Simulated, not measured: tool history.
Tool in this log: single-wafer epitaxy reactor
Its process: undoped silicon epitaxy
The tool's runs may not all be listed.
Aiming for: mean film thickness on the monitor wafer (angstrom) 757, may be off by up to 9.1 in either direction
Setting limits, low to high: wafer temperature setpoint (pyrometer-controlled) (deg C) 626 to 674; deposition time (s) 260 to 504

run  hour  wafer temperature setpoint (pyrometer-controlled) (deg C)  deposition time (s)  mean film thickness on the monitor wafer (angstrom)
  1     0                                                        650                  382                                               619.54
  2     5                                                        651                  382                                               631.49
  3   8.5                                                        662                  382                                               814.04
  4  13.4                                                        653                  382                                               662.09
  5    17                                                        654                  382                                               678.17
  6  19.9                                                        655                  382                                               695.84
  7  26.4                                                        657                  382                                               725.36
  8  31.5                                                        658                  382                                               745.27

5 candidate next runs follow, results not yet known. Just one meets every target within its allowed miss. Identify it.
  A  36.6                                                        659                  370                                                    ?
  B  36.6                                                        653                  420                                                    ?
  C  36.6                                                        658                  376                                                    ?
  D  36.6                                                        660                  374                                                    ?
  E  36.6                                                        663                  336                                                    ?

move  mean film thickness on the monitor wafer (angstrom)
   A                                               736.07
   B                                               728.12
   C                                               731.14
   D                                               761.15
   E                                               731.89
A: its largest miss is bigger than the last run's
B: its largest miss is bigger than the last run's
C: its largest miss is bigger than the last run's
D: meets every target
E: its largest miss is bigger than the last run's
D meets every target.
